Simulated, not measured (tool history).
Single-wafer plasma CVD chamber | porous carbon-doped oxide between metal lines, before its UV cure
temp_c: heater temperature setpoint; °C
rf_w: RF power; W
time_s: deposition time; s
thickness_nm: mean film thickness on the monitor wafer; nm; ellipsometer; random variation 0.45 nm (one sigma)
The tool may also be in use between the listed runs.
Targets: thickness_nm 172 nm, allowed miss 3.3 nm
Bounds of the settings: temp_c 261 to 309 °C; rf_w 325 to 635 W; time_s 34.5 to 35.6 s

| run | hour | temp_c | rf_w | time_s | thickness_nm |
|---|---|---|---|---|---|
| 1 | 0 | 285 | 480 | 34.5 | 187.94 |
| 2 | 3.6 | 285 | 520 | 34.5 | 198.59 |
| 3 | 8.5 | 288 | 520 | 34.5 | 194.73 |
| 4 | 10.7 | 288 | 520 | 35.6 | 201.47 |
| 5 | 12.6 | 290 | 515 | 35.6 | 197.88 |
| 6 | 14 | 290 | 570 | 35.6 | 211.57 |
| 7 | 20.2 | 292 | 560 | 35.6 | 205.81 |
| 8 | 22.8 | 294 | 555 | 35.6 | 201.71 |

Which of these 5 next moves meets every target?
| A | 25.4 | 305 | 465 | 34.5 | ? |
| B | 25.4 | 300 | 520 | 34.5 | ? |
| C | 25.4 | 306 | 535 | 34.7 | ? |
| D | 25.4 | 299 | 520 | 34.5 | ? |
| E | 25.4 | 285 | 405 | 35.6 | ? |

| move | thickness_nm |
|---|---|
| A | 163.07 |
| B | 181.02 |
| C | 179.29 |
| D | 182.09 |
| E | 170.55 |
A: takes the result that was furthest off past its target
B: nearer than the last run, and not there yet
C: nearer than the last run, and not there yet
D: nearer than the last run, and not there yet
E: meets every target
Answer: E
